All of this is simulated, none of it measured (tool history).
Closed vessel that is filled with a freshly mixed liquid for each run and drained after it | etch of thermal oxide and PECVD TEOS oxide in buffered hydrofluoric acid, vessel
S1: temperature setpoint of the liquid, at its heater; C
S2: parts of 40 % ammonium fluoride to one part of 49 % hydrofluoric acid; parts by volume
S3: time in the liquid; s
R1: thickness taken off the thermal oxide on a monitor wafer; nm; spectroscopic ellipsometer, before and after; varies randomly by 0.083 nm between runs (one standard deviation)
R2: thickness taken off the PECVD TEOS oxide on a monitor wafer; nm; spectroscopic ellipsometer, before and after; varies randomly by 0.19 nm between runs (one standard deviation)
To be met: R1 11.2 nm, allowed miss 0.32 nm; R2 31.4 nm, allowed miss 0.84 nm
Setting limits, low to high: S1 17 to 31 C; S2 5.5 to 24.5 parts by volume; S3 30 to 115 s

{"run": 1, "hour": 0.0, "S1": 23, "S2": 15, "S3": 60, "R1": 42.971, "R2": 120.64}
{"run": 2, "hour": 7.1, "S1": 23, "S2": 15, "S3": 80, "R1": 57.576, "R2": 161.43}
{"run": 3, "hour": 12.1, "S1": 21.5, "S2": 15, "S3": 80, "R1": 53.437, "R2": 149.56}
{"run": 4, "hour": 21.4, "S1": 20.5, "S2": 17, "S3": 70, "R1": 38.274, "R2": 107.85}
{"run": 5, "hour": 22.9, "S1": 19.5, "S2": 18.5, "S3": 60, "R1": 28.775, "R2": 81.191}
{"run": 6, "hour": 28.8, "S1": 19.5, "S2": 22, "S3": 60, "R1": 24.527, "R2": 70.14}
{"run": 7, "hour": 30.5, "S1": 19, "S2": 22.5, "S3": 55, "R1": 21.956, "R2": 61.293}
{"run": 8, "hour": 35.8, "S1": 18.5, "S2": 23, "S3": 50, "R1": 19.248, "R2": 53.664}
{"run": 9, "hour": 38.1, "S1": 18, "S2": 23.5, "S3": 45, "R1": 16.408, "R2": 46.598}
{"run": 10, "hour": 46.1, "S1": 18, "S2": 23.5, "S3": 40, "R1": 14.59, "R2": 40.954}
{"run": 11, "hour": 47.8, "S1": 17.5, "S2": 24, "S3": 35, "R1": 12.163, "R2": 34.399}
{"run": 12, "hour": 52.7, "S1": 17, "S2": 24.5, "S3": 35, "R1": 11.695, "R2": 33.061}
{"run": 13, "hour": 55.9, "S1": 17, "S2": 24.5, "S3": 30, "R1": 10.057, "R2": 27.935}
{"run": 14, "hour": 64.8, "S1": 17.5, "S2": 24.5, "S3": 30, "R1": 10.353, "R2": 28.987}

Exactly one of the 4 candidate moves below puts every result within its allowed miss. Which one?
{"run": "A", "hour": 73.7, "S1": 18, "S2": 23, "S3": 30, "R1": "?", "R2": "?"}
{"run": "B", "hour": 73.7, "S1": 17, "S2": 23, "S3": 30, "R1": "?", "R2": "?"}
{"run": "C", "hour": 73.7, "S1": 19.5, "S2": 23, "S3": 30, "R1": "?", "R2": "?"}
{"run": "D", "hour": 73.7, "S1": 17, "S2": 24.5, "S3": 35, "R1": "?", "R2": "?"}

move=A R1=11.219 R2=31.357
move=B R1=10.596 R2=29.615
move=C R1=12.214 R2=34.139
move=D R1=11.833 R2=33.073
A: every result lands within tolerance
B: nearer the targets than the last run, but a result is still out of spec
C: pushes the last run's worst result past its target
D: pushes the last run's worst result past its target
Answer: A

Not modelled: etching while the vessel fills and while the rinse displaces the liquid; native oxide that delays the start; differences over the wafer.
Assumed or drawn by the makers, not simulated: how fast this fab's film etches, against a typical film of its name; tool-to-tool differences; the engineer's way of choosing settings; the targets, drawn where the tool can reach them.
